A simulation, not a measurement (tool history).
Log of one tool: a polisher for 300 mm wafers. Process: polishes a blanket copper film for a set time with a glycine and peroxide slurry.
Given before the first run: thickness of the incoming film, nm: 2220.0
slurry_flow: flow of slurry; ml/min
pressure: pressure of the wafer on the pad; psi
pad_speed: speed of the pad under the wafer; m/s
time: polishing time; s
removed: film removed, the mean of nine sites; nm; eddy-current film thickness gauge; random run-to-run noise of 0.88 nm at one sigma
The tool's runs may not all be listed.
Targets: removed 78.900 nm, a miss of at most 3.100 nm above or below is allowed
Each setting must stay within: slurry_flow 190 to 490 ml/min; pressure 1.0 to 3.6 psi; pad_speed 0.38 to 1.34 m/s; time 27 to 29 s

Run 1, day 0.000: slurry_flow 315 ml/min, pressure 2.3 psi, pad_speed 0.86 m/s, time 29 s. Result: removed 122.530 nm.
Run 2, day 0.325: slurry_flow 315 ml/min, pressure 1.9 psi, pad_speed 0.86 m/s, time 29 s. Result: removed 107.040 nm.
Run 3, day 0.483: slurry_flow 315 ml/min, pressure 1.8 psi, pad_speed 0.86 m/s, time 29 s. Result: removed 103.870 nm.
Run 4, day 0.712: slurry_flow 315 ml/min, pressure 1.8 psi, pad_speed 1.06 m/s, time 29 s. Result: removed 120.320 nm.
Run 5, day 0.775: slurry_flow 345 ml/min, pressure 1.8 psi, pad_speed 1.06 m/s, time 29 s. Result: removed 122.170 nm.
Run 6, day 0.900: slurry_flow 345 ml/min, pressure 1.7 psi, pad_speed 1.02 m/s, time 29 s. Result: removed 109.940 nm.
Run 7, day 1.171: slurry_flow 345 ml/min, pressure 1.6 psi, pad_speed 1.02 m/s, time 29 s. Result: removed 107.940 nm.
Run 8, day 1.512: slurry_flow 345 ml/min, pressure 1.5 psi, pad_speed 1.00 m/s, time 29 s. Result: removed 100.380 nm.
Run 9, day 1.675: slurry_flow 345 ml/min, pressure 1.4 psi, pad_speed 1.00 m/s, time 29 s. Result: removed 96.200 nm.
Run 10, day 2.029: slurry_flow 345 ml/min, pressure 1.3 psi, pad_speed 1.00 m/s, time 29 s. Result: removed 94.235 nm.
Run 11, day 2.050: slurry_flow 345 ml/min, pressure 1.3 psi, pad_speed 0.98 m/s, time 29 s. Result: removed 91.843 nm.

Exercise: of the 4 proposed moves below, exactly one satisfies all targets within the stated allowed misses. Which move is it?
Run A, day 2.071: slurry_flow 285 ml/min, pressure 1.6 psi, pad_speed 1.06 m/s, time 29 s. Result: removed ?.
Run B, day 2.071: slurry_flow 320 ml/min, pressure 1.6 psi, pad_speed 1.06 m/s, time 29 s. Result: removed ?.
Run C, day 2.071: slurry_flow 340 ml/min, pressure 1.4 psi, pad_speed 1.04 m/s, time 29 s. Result: removed ?.
Run D, day 2.071: slurry_flow 335 ml/min, pressure 1.2 psi, pad_speed 0.94 m/s, time 27 s. Result: removed ?.

move  removed
   A  108.120
   B  109.360
   C   99.067
   D   77.917
A: its largest miss is bigger than the last run's
B: its largest miss is bigger than the last run's
C: its largest miss is bigger than the last run's
D: each result inside its tolerance
So the answer is move D, the one that meets all the targets.

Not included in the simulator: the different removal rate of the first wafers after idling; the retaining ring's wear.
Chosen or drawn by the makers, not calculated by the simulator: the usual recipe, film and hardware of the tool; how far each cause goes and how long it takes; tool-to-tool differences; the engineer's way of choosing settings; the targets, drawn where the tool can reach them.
